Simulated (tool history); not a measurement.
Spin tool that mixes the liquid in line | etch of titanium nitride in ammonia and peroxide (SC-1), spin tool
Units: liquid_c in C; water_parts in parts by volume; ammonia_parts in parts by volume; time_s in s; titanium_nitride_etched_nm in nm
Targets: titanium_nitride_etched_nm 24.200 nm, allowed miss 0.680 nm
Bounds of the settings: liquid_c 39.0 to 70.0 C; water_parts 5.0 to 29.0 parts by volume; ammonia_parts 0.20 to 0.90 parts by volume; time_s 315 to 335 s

{"run": 1, "hour": 0.0, "liquid_c": 55.0, "water_parts": 16.0, "ammonia_parts": 0.5, "time_s": 315, "titanium_nitride_etched_nm": 16.172}
{"run": 2, "hour": 8.8, "liquid_c": 55.0, "water_parts": 13.5, "ammonia_parts": 0.5, "time_s": 315, "titanium_nitride_etched_nm": 17.688}
{"run": 3, "hour": 14.4, "liquid_c": 55.0, "water_parts": 13.5, "ammonia_parts": 0.4, "time_s": 315, "titanium_nitride_etched_nm": 17.015}
{"run": 4, "hour": 19.5, "liquid_c": 52.0, "water_parts": 13.5, "ammonia_parts": 0.4, "time_s": 315, "titanium_nitride_etched_nm": 13.796}
{"run": 5, "hour": 28.6, "liquid_c": 53.5, "water_parts": 13.5, "ammonia_parts": 0.4, "time_s": 315, "titanium_nitride_etched_nm": 15.308}
{"run": 6, "hour": 32.9, "liquid_c": 55.0, "water_parts": 13.5, "ammonia_parts": 0.4, "time_s": 315, "titanium_nitride_etched_nm": 17.159}
{"run": 7, "hour": 37.0, "liquid_c": 56.0, "water_parts": 13.5, "ammonia_parts": 0.4, "time_s": 315, "titanium_nitride_etched_nm": 18.077}
{"hour": 43.7, "done": "thermometer replaced"}
{"run": 8, "hour": 43.7, "liquid_c": 56.0, "water_parts": 13.5, "ammonia_parts": 0.4, "time_s": 315, "titanium_nitride_etched_nm": 16.805}
{"run": 9, "hour": 52.4, "liquid_c": 57.5, "water_parts": 13.5, "ammonia_parts": 0.4, "time_s": 315, "titanium_nitride_etched_nm": 18.421}

Which of these 4 next moves meets every target?
{"run": "A", "hour": 61.1, "liquid_c": 59.0, "water_parts": 9.0, "ammonia_parts": 0.45, "time_s": 315, "titanium_nitride_etched_nm": "?"}
{"run": "B", "hour": 61.1, "liquid_c": 58.5, "water_parts": 10.5, "ammonia_parts": 0.4, "time_s": 335, "titanium_nitride_etched_nm": "?"}
{"run": "C", "hour": 61.1, "liquid_c": 57.0, "water_parts": 8.5, "ammonia_parts": 0.55, "time_s": 335, "titanium_nitride_etched_nm": "?"}
{"run": "D", "hour": 61.1, "liquid_c": 54.5, "water_parts": 11.0, "ammonia_parts": 0.4, "time_s": 315, "titanium_nitride_etched_nm": "?"}

move=A titanium_nitride_etched_nm=25.982
move=B titanium_nitride_etched_nm=24.154
move=C titanium_nitride_etched_nm=25.786
move=D titanium_nitride_etched_nm=16.951
A: takes the result that was furthest off past its target
B: meets every target
C: takes the result that was furthest off past its target
D: further off than the last run
Move B is the one to make.

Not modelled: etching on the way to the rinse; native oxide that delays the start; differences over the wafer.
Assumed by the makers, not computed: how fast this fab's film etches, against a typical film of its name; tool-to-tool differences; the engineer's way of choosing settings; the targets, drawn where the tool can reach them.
